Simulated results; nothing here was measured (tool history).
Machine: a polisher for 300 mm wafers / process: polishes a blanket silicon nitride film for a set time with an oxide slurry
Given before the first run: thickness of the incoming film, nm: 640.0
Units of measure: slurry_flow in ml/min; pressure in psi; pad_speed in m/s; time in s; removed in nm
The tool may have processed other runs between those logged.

{"run": 1, "day": 0.0, "slurry_flow": 140, "pressure": 3.6, "pad_speed": 1.12, "slurry_solids": 1.0, "time": 33, "removed": 24.928}
{"run": 2, "day": 0.183, "slurry_flow": 145, "pressure": 3.7, "pad_speed": 1.12, "slurry_solids": 1.0, "time": 33, "removed": 25.557}
{"run": 3, "day": 0.275, "slurry_flow": 145, "pressure": 3.8, "pad_speed": 1.12, "slurry_solids": 1.0, "time": 33, "removed": 25.756}
{"run": 4, "day": 0.525, "slurry_flow": 145, "pressure": 3.9, "pad_speed": 1.12, "slurry_solids": 1.0, "time": 33, "removed": 26.525}
{"run": 5, "day": 0.571, "slurry_flow": 145, "pressure": 3.9, "pad_speed": 1.12, "slurry_solids": 0.85, "time": 33, "removed": 23.964}
{"run": 6, "day": 0.762, "slurry_flow": 145, "pressure": 3.9, "pad_speed": 1.12, "slurry_solids": 0.85, "time": 33, "removed": 24.432}

The next listed run, before its measurement:
{"run": 7, "day": 1.138, "slurry_flow": 145, "pressure": 4.0, "pad_speed": 1.12, "slurry_solids": 0.85, "time": 33, "removed": "?"}

{"run 7": {"removed": 24.258}}

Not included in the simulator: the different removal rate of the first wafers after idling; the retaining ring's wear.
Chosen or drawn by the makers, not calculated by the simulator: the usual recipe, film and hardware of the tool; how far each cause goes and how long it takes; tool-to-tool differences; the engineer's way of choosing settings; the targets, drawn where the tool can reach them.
